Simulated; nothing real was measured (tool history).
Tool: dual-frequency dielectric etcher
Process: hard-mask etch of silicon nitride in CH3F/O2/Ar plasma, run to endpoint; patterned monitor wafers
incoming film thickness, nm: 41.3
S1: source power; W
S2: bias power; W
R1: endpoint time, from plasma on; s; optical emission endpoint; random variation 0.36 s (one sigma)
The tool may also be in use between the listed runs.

run,day,S1,S2,R1
1,0.000,440,79,52.819
2,0.188,410,77,54.100
3,0.525,360,77,56.526
4,0.783,420,77,54.007
5,1.138,420,89,50.930
6,1.446,380,85,53.105

The next listed run, before its measurement:
7,1.608,350,82,?

R1: 54.929 s
